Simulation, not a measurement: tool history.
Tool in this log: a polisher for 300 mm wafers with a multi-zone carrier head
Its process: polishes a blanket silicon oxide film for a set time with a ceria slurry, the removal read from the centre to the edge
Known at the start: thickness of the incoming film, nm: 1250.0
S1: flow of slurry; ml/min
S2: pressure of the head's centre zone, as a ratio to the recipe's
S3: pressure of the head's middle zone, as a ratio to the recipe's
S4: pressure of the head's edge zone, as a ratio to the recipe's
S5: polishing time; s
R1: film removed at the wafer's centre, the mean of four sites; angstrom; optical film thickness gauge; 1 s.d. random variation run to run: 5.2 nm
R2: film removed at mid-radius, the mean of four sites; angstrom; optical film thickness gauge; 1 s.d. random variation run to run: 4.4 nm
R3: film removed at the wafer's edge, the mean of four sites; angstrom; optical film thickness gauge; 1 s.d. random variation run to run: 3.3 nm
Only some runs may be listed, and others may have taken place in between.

run,hour,S1,S2,S3,S4,S5,R1,R2,R3
1,0.0,250,1.00,1.00,1.00,70,3682.7,3553.9,3634.5
2,1.6,250,1.00,1.00,0.92,70,3677.5,3628.5,3503.7
3,7.1,215,1.00,1.00,0.92,70,3638.5,3555.7,3459.7
4,14.6,155,1.00,1.00,0.92,70,3533.9,3418.8,3387.0
5,20.5,170,1.00,1.01,0.97,74,3787.8,3601.3,3677.6
6,22.0,170,1.00,1.01,0.97,58,2878.3,2925.8,2919.0

Run 7, settings as shown, results not yet in. Your forecast:
7,29.4,190,1.00,1.03,1.01,64,?,?,?

{"run 7": {"R1": 3197.4, "R2": 3290.1, "R3": 3242.1}}

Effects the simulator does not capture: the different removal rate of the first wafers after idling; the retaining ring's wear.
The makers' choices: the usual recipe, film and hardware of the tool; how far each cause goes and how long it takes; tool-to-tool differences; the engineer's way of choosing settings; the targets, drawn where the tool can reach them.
